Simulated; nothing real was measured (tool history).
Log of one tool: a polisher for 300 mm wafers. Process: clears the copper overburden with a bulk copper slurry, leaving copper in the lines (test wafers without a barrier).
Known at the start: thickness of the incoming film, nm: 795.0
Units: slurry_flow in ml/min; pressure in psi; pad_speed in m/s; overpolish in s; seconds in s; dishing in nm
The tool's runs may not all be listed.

run	day	slurry_flow	pressure	pad_speed	slurry_solids	overpolish	seconds	dishing
1	0	145	2.3	1.08	1	8	94.746	38.552
2	0.158	145	2	1.06	1	8	108.74	34.607
3	0.304	145	2	1.06	0.85	8	117.06	32.821
4	0.517	145	2	1.06	0.7	8	123.56	31.989
5	0.638	145	1.8	1.06	0.7	8	135.55	29.194
6	0.821	145	1.8	1.24	0.7	8	125.17	31.502

The next listed run, before its measurement:
7	1.092	145	1.6	1.24	0.7	8	?	?

{"run 7": {"seconds": 138.92, "dishing": 28.391}}
